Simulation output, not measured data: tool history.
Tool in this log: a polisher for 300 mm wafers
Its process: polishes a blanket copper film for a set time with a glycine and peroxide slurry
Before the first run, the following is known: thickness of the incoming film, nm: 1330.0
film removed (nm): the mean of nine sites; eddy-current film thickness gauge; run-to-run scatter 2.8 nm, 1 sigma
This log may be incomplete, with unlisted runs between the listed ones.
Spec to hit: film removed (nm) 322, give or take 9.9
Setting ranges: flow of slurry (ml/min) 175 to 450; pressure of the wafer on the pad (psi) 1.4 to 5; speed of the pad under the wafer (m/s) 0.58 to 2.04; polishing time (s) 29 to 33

run	hour	flow of slurry (ml/min)	pressure of the wafer on the pad (psi)	speed of the pad under the wafer (m/s)	polishing time (s)	film removed (nm)
1	0	290	3.2	1.3	33	257.66
2	4.1	290	3.3	1.3	33	266.26
3	12.3	290	3.4	1.3	33	275.3
4	20.6	290	3.4	1.3	29	240.16
5	27.5	320	3.4	1.3	29	248.38
6	30.9	390	3.4	1.3	29	245.53
7	38.5	390	3.4	1.3	29	248.24
8	39.8	390	3.5	1.3	29	251.2

4 next moves are on the table. One of them brings every result within its allowed miss. Which?
A	41.1	445	3.5	1.42	32	?
B	41.1	305	3.7	1.38	32	?
C	41.1	355	2.7	1.1	29	?
D	41.1	305	4.4	1.22	32	?

move	film removed (nm)
A	302.77
B	301.5
C	174.84
D	317.07
A: nearer the targets than the last run, but a result is still out of spec
B: nearer the targets than the last run, but a result is still out of spec
C: lands further from the targets than the last run did
D: in spec on every target
Answer: D
